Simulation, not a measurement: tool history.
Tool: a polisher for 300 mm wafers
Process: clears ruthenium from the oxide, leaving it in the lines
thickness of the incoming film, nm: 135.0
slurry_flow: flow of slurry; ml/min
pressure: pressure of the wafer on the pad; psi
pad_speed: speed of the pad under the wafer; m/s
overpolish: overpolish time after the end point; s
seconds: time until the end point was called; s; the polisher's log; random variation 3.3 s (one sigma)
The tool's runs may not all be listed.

run 1 hour=0.0 | slurry_flow=310 pressure=2.2 pad_speed=0.94 overpolish=6 | seconds=117.91
run 2 hour=0.6 | slurry_flow=310 pressure=2.2 pad_speed=0.94 overpolish=6 | seconds=115.69
run 3 hour=5.9 | slurry_flow=310 pressure=2.2 pad_speed=0.94 overpolish=5 | seconds=122.28
run 4 hour=7.7 | slurry_flow=310 pressure=2.1 pad_speed=0.94 overpolish=5 | seconds=117.82
run 5 hour=15.1 | slurry_flow=310 pressure=2.0 pad_speed=0.92 overpolish=5 | seconds=130.94
run 6 hour=18.1 | slurry_flow=310 pressure=1.6 pad_speed=0.92 overpolish=5 | seconds=150.72
-- hour=21.3 head pressure recalibrated
run 7 hour=21.3 | slurry_flow=310 pressure=1.5 pad_speed=0.92 overpolish=5 | seconds=148.20

Run 8 comes next. What will it give?
run 8 hour=26.5 | slurry_flow=310 pressure=1.5 pad_speed=0.90 overpolish=5 | seconds=?

seconds: 155.68 s
